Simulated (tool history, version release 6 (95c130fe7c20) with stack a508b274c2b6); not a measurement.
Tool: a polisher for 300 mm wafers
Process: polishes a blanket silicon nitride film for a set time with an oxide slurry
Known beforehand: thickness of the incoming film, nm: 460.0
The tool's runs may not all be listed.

run  hour  flow of slurry (ml/min)  pressure of the wafer on the pad (psi)  speed of the pad under the wafer (m/s)  abrasive content of the slurry  polishing time (s)  film removed (Å)
  1     0                      210                                     3.6                                    1.26                               1                  56            467.12
  2   4.9                      210                                     4.2                                    1.26                               1                  56            542.58
  3  10.8                      210                                     3.6                                    1.26                               1                  56            462.43
  4  15.3                      240                                     3.6                                    1.26                               1                  56            474.28
  5  20.4                      210                                     3.6                                    1.26                               1                  56            458.56
  6  27.4                      210                                     3.6                                    1.54                               1                  56            547.77
  7  31.5                      210                                     3.6                                    1.54                               1                  56            544.43

Predict the results of run 8:
  8  37.2                      215                                     3.9                                    1.54                               1                  56                 ?

film removed (Å): 601.59

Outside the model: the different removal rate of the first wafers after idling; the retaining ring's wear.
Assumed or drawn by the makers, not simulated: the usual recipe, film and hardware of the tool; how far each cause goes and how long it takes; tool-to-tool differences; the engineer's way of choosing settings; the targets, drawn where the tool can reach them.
